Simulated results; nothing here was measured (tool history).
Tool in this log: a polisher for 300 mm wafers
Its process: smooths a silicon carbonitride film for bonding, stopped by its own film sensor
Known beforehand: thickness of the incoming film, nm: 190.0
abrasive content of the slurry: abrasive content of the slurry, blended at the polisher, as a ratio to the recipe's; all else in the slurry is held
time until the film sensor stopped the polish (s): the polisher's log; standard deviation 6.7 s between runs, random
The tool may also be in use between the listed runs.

run	hour	flow of slurry (ml/min)	pressure of the wafer on the pad (kPa)	speed of the pad under the wafer (cm/s)	abrasive content of the slurry	target thickness at which the film sensor stops the polish (nm)	time until the film sensor stopped the polish (s)
1	0.0	240	17.2	72	1.00	142	225.99
2	8.3	240	15.2	70	1.00	142	257.68
3	12.8	240	15.2	70	1.15	142	254.41
4	20.0	220	15.2	70	1.15	142	254.18
5	21.0	220	13.8	68	1.15	142	286.69
6	24.4	220	12.4	68	1.15	142	314.31

Run 7 is up next; what results do you expect?
7	28.6	220	9.0	66	1.15	142	?

Run 7 gave time until the film sensor stopped the polish (s) 436.97.

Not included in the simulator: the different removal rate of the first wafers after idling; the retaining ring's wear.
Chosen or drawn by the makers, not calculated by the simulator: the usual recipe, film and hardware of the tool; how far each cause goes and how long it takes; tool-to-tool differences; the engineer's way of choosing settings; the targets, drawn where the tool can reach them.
